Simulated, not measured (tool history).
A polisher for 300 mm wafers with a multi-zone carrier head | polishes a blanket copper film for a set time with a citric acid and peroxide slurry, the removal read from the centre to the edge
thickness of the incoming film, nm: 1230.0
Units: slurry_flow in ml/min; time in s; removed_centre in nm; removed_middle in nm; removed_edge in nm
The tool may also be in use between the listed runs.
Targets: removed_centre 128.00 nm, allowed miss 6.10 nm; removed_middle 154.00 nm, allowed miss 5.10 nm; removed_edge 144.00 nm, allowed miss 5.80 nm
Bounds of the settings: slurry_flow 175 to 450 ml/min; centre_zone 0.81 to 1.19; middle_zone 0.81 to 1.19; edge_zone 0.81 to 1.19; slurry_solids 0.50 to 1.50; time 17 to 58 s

run	day	slurry_flow	centre_zone	middle_zone	edge_zone	slurry_solids	time	removed_centre	removed_middle	removed_edge
1	0.000	290	1.00	1.00	1.00	1.00	37	102.53	100.18	100.51
2	0.167	290	0.99	1.02	1.02	1.05	38	102.71	107.89	105.51
3	0.358	290	1.00	1.03	1.04	1.10	39	106.05	108.21	109.91
4	0.433	290	1.05	1.03	1.04	1.10	39	113.65	108.23	112.55
5	0.529	295	1.04	1.05	1.04	1.15	40	116.07	115.35	112.69
6	0.688	295	1.03	1.06	1.06	1.20	41	120.27	119.87	121.04
7	1.058	300	1.02	1.08	1.07	1.25	41	117.57	123.06	124.95
8	1.308	325	1.02	1.18	1.03	1.50	44	134.53	145.38	133.29
9	1.354	325	1.01	1.18	1.04	1.50	44	131.17	145.45	135.98
10	1.542	325	1.00	1.18	1.04	1.50	44	132.99	146.15	132.24
11	1.767	325	1.00	1.18	1.04	1.50	44	131.96	146.26	134.26
12	1.888	325	0.99	1.18	1.05	1.50	44	131.70	144.67	134.56
# day 2.088: worn pad replaced by a new one
13	2.088	325	0.99	1.18	1.05	1.50	44	146.62	164.86	150.90
14	2.208	305	0.99	1.17	1.05	1.45	44	144.93	159.67	148.36
15	2.404	310	0.97	1.16	1.05	1.45	44	143.80	161.01	150.93
16	2.612	315	0.96	1.16	1.06	1.40	44	143.03	157.98	152.81
17	2.846	315	0.95	1.16	1.05	1.40	43	137.59	156.94	149.93

5 next moves are on the table. One of them brings every result within its allowed miss. Which?
A	3.079	345	0.82	1.18	1.06	1.45	41	?	?	?
B	3.079	320	0.92	1.19	0.94	1.25	43	?	?	?
C	3.079	380	0.97	1.14	1.02	1.40	43	?	?	?
D	3.079	285	0.86	1.06	0.92	1.45	45	?	?	?
E	3.079	330	0.83	1.19	1.08	1.40	42	?	?	?

move	removed_centre	removed_middle	removed_edge
A	116.38	153.05	142.19
B	131.51	154.79	135.31
C	144.73	157.36	146.15
D	131.12	155.28	143.81
E	119.18	155.63	145.38
A: takes the result that was furthest off past its target
B: brings the result that was furthest off to its target, and leaves another outside
C: further off than the last run
D: meets every target
E: takes the result that was furthest off past its target
The right move is D.
